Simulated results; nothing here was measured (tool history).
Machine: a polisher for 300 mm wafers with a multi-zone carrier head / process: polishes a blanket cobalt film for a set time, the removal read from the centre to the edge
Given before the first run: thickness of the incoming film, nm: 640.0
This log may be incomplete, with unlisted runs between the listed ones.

run	hour	flow of slurry (ml/min)	pressure of the head's centre zone	pressure of the head's middle zone	pressure of the head's edge zone	polishing time (s)	film removed at the wafer's centre (Å)	film removed at mid-radius (Å)	film removed at the wafer's edge (Å)
1	0	280	1	1	1	65	2562.7	2480.7	2551.6
2	6.3	280	0.99	1	0.97	61	2388.8	2347.2	2379.8
3	15.1	280	0.99	1	0.95	58	2282.1	2232.5	2224.2
4	21	320	0.99	1	0.95	58	2312.6	2249.9	2236.7
5	28.5	325	0.98	1	0.93	56	2217.5	2176.3	2170.2
6	34.3	325	0.97	1	0.91	54	2115.5	2159.4	2028
7	36.5	325	0.96	0.98	0.9	53	2035.9	2019.3	2016.3
8	37.1	325	0.96	0.98	0.89	52	2020.6	2008.9	1939.6
9	44.1	320	0.95	0.97	0.88	52	1969.3	1938.3	1936.7
10	50.2	315	0.95	0.97	0.87	52	1991.9	1977.7	1913.6
11	53.5	310	0.94	0.97	0.86	52	1988.7	1928.5	1939.1
12	57.2	315	0.94	0.97	0.86	51	1928.7	1904.9	1878.8
13	58.9	315	0.94	0.97	0.85	51	1923.1	1935.9	1881.8

Forecast run 14:
14	59.8	315	0.94	0.97	0.84	50	?	?	?

Run 14 came out at film removed at the wafer's centre (Å) 1896.2, film removed at mid-radius (Å) 1902.4, film removed at the wafer's edge (Å) 1807.9.

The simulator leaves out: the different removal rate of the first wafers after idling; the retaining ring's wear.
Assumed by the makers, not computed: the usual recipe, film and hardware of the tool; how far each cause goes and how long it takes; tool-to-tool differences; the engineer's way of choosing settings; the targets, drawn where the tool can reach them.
